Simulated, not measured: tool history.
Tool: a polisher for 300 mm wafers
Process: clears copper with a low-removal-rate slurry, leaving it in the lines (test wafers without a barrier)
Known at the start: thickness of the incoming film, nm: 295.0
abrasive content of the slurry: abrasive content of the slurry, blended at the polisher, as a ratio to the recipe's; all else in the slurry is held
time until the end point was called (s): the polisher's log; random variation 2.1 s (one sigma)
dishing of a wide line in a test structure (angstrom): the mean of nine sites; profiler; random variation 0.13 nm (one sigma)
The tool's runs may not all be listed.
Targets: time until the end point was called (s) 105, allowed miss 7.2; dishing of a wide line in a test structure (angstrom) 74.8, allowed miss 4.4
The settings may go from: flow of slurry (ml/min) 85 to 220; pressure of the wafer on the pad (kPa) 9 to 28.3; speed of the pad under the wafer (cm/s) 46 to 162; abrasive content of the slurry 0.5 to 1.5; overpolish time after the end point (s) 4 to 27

| run | hour | flow of slurry (ml/min) | pressure of the wafer on the pad (kPa) | speed of the pad under the wafer (cm/s) | abrasive content of the slurry | overpolish time after the end point (s) | time until the end point was called (s) | dishing of a wide line in a test structure (angstrom) |
|---|---|---|---|---|---|---|---|---|
| 1 | 0 | 140 | 18.6 | 104 | 1 | 14 | 110.43 | 178.86 |
| 2 | 4.7 | 140 | 18.6 | 104 | 1 | 18 | 111.63 | 199.05 |
| 3 | 6.4 | 140 | 18.6 | 104 | 1 | 22 | 109.94 | 218.89 |
| 4 | 7.3 | 140 | 16.5 | 104 | 1 | 22 | 124.18 | 212.91 |
| 5 | 10.5 | 120 | 20.7 | 84 | 0.85 | 16 | 134.26 | 172.04 |
| 6 | 15.8 | 155 | 16.5 | 90 | 1.05 | 12 | 139.82 | 134.69 |
| 7 | 17.1 | 195 | 11.7 | 118 | 1.3 | 6 | 138.83 | 83.359 |
| 8 | 25.7 | 205 | 11 | 132 | 1.35 | 5 | 128.11 | 73.717 |

Which of these 5 next moves meets every target?
| A | 34.3 | 210 | 10.3 | 148 | 1.45 | 4 | ? | ? |
| B | 34.3 | 210 | 13.8 | 162 | 1.35 | 4 | ? | ? |
| C | 34.3 | 220 | 12.4 | 122 | 1.5 | 4 | ? | ? |
| D | 34.3 | 215 | 17.9 | 128 | 1.35 | 4 | ? | ? |
| E | 34.3 | 220 | 12.4 | 150 | 1.4 | 4 | ? | ? |

| move | time until the end point was called (s) | dishing of a wide line in a test structure (angstrom) |
|---|---|---|
| A | 123.2 | 64.9 |
| B | 86.902 | 87.353 |
| C | 123.52 | 64.886 |
| D | 84.699 | 89.48 |
| E | 102.32 | 76.198 |
A: nearer than the last run, and not there yet
B: takes the result that was furthest off past its target
C: nearer than the last run, and not there yet
D: takes the result that was furthest off past its target
E: meets every target
The right move is E.
